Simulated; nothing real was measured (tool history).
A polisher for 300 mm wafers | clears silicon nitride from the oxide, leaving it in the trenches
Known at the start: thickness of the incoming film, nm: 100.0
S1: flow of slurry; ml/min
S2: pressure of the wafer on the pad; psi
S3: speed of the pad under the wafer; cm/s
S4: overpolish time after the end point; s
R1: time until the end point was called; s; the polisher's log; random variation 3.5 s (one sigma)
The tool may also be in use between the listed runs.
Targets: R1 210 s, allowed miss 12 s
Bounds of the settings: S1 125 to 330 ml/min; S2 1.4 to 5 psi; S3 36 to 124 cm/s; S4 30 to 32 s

run  hour   S1   S2  S3  S4      R1
  1     0  210  3.2  80  30  119.88
  2     2  210  2.9  80  30  133.62
  3  10.7  190  2.9  80  30  137.01
  4  18.9  170  2.9  80  30  138.37
  5    27  170  2.5  80  30  152.89
  6  33.8  220  2.5  80  30  149.98
  7    40  220  2.3  80  30  163.09
  8  46.8  220  1.5  78  30  233.55

Which of these 5 next moves meets every target?
  A  53.6  240  1.4  74  31   ?
  B  53.6  235  1.4  78  31   ?
  C  53.6  190  1.5  88  32   ?
  D  53.6  225  1.5  74  32   ?
  E  53.6  245  1.4  74  30   ?

move      R1
   A     256
   B   243.9
   C  211.37
   D   244.1
   E  255.38
A: further off than the last run
B: further off than the last run
C: meets every target
D: further off than the last run
E: further off than the last run
The right move is C.
